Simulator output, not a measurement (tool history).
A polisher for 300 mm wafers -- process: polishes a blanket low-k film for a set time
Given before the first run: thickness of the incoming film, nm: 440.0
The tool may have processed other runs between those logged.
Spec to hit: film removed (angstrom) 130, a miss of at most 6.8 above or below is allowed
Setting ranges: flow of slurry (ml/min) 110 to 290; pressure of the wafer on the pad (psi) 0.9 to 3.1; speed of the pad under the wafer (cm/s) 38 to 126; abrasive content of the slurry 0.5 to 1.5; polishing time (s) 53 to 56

run,day,flow of slurry (ml/min),pressure of the wafer on the pad (psi),speed of the pad under the wafer (cm/s),abrasive content of the slurry,polishing time (s),film removed (angstrom)
1,0,185,2,82,1,53,186.55
2,0.021,155,2,82,1,53,184.97
3,0.362,155,2,82,1,53,184.76
4,0.7,155,2,82,1,53,182.13
5,1.008,155,1.8,82,1,53,164.83
6,1.321,155,1.7,82,1,53,156.6
7,1.546,155,1.6,82,1,53,148.58
8,1.808,155,1.5,82,1,53,142.23

Which of these 4 next moves meets every target?
A,2.071,145,1.6,84,1,56,?
B,2.071,170,1.6,74,1.05,56,?
C,2.071,155,1.6,80,1.05,54,?
D,2.071,155,1.1,80,1.25,56,?

move,film removed (angstrom)
A,162.04
B,154.75
C,156.15
D,129.29
A: further off than the last run
B: further off than the last run
C: further off than the last run
D: each result inside its tolerance
So the answer is move D, the one that meets all the targets.
